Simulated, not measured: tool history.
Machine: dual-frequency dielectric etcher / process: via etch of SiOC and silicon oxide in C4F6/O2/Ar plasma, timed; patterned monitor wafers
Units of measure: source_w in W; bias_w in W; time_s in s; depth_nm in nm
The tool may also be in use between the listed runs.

run,hour,source_w,bias_w,time_s,depth_nm
1,0.0,390,210,49.5,55.470
2,1.6,410,212,49.5,56.741
3,6.4,430,213,49.5,57.583
4,11.7,480,213,49.5,59.580
5,12.9,480,181,49.5,56.273
6,14.6,520,181,49.5,57.518
7,17.3,530,186,49.5,58.663
8,22.7,530,189,49.5,59.136

Estimate the outcome of run 9 from the log above:
9,26.7,530,191,49.5,?

{"run 9": {"depth_nm": 59.294}}
